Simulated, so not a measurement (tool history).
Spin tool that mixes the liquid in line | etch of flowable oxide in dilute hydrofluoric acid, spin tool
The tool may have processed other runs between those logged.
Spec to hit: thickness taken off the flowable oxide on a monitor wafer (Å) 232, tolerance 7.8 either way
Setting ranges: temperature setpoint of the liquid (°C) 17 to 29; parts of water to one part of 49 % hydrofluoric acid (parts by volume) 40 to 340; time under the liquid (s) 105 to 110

run  hour  temperature setpoint of the liquid (°C)  parts of water to one part of 49 % hydrofluoric acid (parts by volume)  time under the liquid (s)  thickness taken off the flowable oxide on a monitor wafer (Å)
  1     0                                       21                                                                     190                        105                                                         168.26
  2   8.9                                       20                                                                     190                        105                                                          159.9
  3    14                                       21                                                                     190                        105                                                         170.29
  4  18.6                                     21.5                                                                     190                        105                                                         170.87
  5  26.3                                       22                                                                     190                        105                                                         171.65
  6  29.4                                     22.5                                                                     190                        105                                                         176.08
  7  33.5                                       23                                                                     190                        105                                                         179.35
  8  34.3                                     23.5                                                                     190                        105                                                         184.18
  9  39.4                                       24                                                                     190                        105                                                         182.93
 10  44.9                                     24.5                                                                     190                        105                                                         188.36
 11  50.8                                       25                                                                     190                        105                                                         195.01
     59.1  -- thermometer replaced
 12  59.1                                       29                                                                     185                        105                                                         247.11

Which of these 5 next moves meets every target?
  A  67.4                                       26                                                                     165                        105                                                              ?
  B  67.4                                       29                                                                     200                        105                                                              ?
  C  67.4                                       29                                                                     185                        110                                                              ?
  D  67.4                                       25                                                                     170                        105                                                              ?
  E  67.4                                     28.5                                                                     180                        105                                                              ?

move  thickness taken off the flowable oxide on a monitor wafer (Å)
   A                                                         248.99
   B                                                         219.53
   C                                                         253.19
   D                                                          231.5
   E                                                         245.52
A: misses by more than the last run did
B: moves the result that the last run missed by most past its target, out the other side
C: misses by more than the last run did
D: every result within its allowed miss
E: gains on the last run, yet a result remains outside its allowed miss
Go with D: it meets all targets.

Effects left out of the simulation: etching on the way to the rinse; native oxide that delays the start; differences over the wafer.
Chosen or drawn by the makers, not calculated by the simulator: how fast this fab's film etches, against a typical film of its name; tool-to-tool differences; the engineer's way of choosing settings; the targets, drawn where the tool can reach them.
